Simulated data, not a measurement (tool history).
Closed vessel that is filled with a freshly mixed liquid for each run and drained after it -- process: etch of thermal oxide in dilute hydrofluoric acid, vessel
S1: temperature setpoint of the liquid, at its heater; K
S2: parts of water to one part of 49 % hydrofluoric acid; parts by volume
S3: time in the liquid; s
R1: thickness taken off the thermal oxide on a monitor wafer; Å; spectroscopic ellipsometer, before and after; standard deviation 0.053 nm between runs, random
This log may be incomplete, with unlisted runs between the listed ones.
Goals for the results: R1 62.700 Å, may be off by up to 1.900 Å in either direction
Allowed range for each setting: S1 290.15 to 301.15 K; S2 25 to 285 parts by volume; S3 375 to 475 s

{"run": 1, "hour": 0.0, "S1": 293.15, "S2": 155, "S3": 475, "R1": 95.229}
{"run": 2, "hour": 8.1, "S1": 292.65, "S2": 160, "S3": 475, "R1": 90.35}
{"run": 3, "hour": 16.1, "S1": 292.65, "S2": 160, "S3": 375, "R1": 70.882}
{"run": 4, "hour": 18.4, "S1": 292.15, "S2": 160, "S3": 375, "R1": 70.871}
{"hour": 18.9, "done": "hydrofluoric acid flow meter replaced"}
{"run": 5, "hour": 18.9, "S1": 291.65, "S2": 160, "S3": 375, "R1": 79.736}
{"run": 6, "hour": 26.3, "S1": 292.65, "S2": 160, "S3": 375, "R1": 81.831}
{"run": 7, "hour": 29.0, "S1": 292.15, "S2": 165, "S3": 375, "R1": 78.796}
{"run": 8, "hour": 32.9, "S1": 290.15, "S2": 195, "S3": 375, "R1": 59.509}
{"run": 9, "hour": 39.4, "S1": 290.65, "S2": 195, "S3": 375, "R1": 60.472}

Next run, 4 choices. One meets every target within its allowed miss, the rest don't. Which?
{"run": "A", "hour": 45.9, "S1": 290.65, "S2": 215, "S3": 435, "R1": "?"}
{"run": "B", "hour": 45.9, "S1": 291.15, "S2": 220, "S3": 415, "R1": "?"}
{"run": "C", "hour": 45.9, "S1": 290.15, "S2": 220, "S3": 415, "R1": "?"}
{"run": "D", "hour": 45.9, "S1": 290.15, "S2": 215, "S3": 385, "R1": "?"}

move=A R1=62.819
move=B R1=59.455
move=C R1=57.167
move=D R1=54.512
A: every result lands within tolerance
B: lands further from the targets than the last run did
C: lands further from the targets than the last run did
D: lands further from the targets than the last run did
A meets every target.

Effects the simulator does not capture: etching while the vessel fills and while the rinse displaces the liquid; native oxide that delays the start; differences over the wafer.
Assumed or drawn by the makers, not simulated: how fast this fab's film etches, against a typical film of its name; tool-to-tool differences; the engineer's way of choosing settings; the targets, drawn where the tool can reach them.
